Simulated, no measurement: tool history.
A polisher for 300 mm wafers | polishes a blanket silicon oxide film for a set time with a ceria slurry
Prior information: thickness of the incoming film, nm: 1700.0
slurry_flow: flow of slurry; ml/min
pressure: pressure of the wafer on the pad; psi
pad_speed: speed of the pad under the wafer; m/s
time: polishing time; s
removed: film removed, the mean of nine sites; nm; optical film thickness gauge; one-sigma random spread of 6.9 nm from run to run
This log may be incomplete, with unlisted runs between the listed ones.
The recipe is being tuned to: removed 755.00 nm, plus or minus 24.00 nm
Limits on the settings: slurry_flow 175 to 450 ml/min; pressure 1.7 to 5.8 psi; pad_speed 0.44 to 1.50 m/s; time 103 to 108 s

{"run": 1, "hour": 0.0, "slurry_flow": 290, "pressure": 3.7, "pad_speed": 0.96, "time": 103, "removed": 495.37}
{"run": 2, "hour": 3.1, "slurry_flow": 290, "pressure": 4.0, "pad_speed": 0.96, "time": 103, "removed": 535.29}
{"run": 3, "hour": 11.0, "slurry_flow": 330, "pressure": 4.0, "pad_speed": 0.96, "time": 103, "removed": 538.82}
{"run": 4, "hour": 13.6, "slurry_flow": 330, "pressure": 4.2, "pad_speed": 0.96, "time": 103, "removed": 564.42}
{"run": 5, "hour": 20.4, "slurry_flow": 330, "pressure": 4.2, "pad_speed": 0.72, "time": 103, "removed": 476.29}
{"run": 6, "hour": 28.3, "slurry_flow": 275, "pressure": 4.2, "pad_speed": 0.72, "time": 103, "removed": 469.36}
{"run": 7, "hour": 36.7, "slurry_flow": 275, "pressure": 4.5, "pad_speed": 0.74, "time": 103, "removed": 517.87}
{"run": 8, "hour": 42.9, "slurry_flow": 275, "pressure": 4.8, "pad_speed": 0.74, "time": 103, "removed": 540.0}
{"run": 9, "hour": 49.0, "slurry_flow": 275, "pressure": 5.0, "pad_speed": 0.78, "time": 103, "removed": 581.32}
{"run": 10, "hour": 53.6, "slurry_flow": 280, "pressure": 5.8, "pad_speed": 0.86, "time": 103, "removed": 715.55}
{"run": 11, "hour": 61.2, "slurry_flow": 280, "pressure": 5.8, "pad_speed": 0.88, "time": 103, "removed": 736.05}

5 candidate next runs follow, results not yet known. Just one meets every target within its allowed miss. Identify it.
{"run": "A", "hour": 68.8, "slurry_flow": 305, "pressure": 5.7, "pad_speed": 0.78, "time": 104, "removed": "?"}
{"run": "B", "hour": 68.8, "slurry_flow": 300, "pressure": 5.7, "pad_speed": 0.8, "time": 106, "removed": "?"}
{"run": "C", "hour": 68.8, "slurry_flow": 210, "pressure": 4.9, "pad_speed": 1.06, "time": 103, "removed": "?"}
{"run": "D", "hour": 68.8, "slurry_flow": 220, "pressure": 5.5, "pad_speed": 1.06, "time": 103, "removed": "?"}
{"run": "E", "hour": 68.8, "slurry_flow": 280, "pressure": 5.8, "pad_speed": 0.84, "time": 104, "removed": "?"}

move=A removed=668.77
move=B removed=691.44
move=C removed=676.63
move=D removed=760.34
move=E removed=707.77
A: misses by more than the last run did
B: misses by more than the last run did
C: misses by more than the last run did
D: meets every target
E: misses by more than the last run did
The move that meets every target is D.
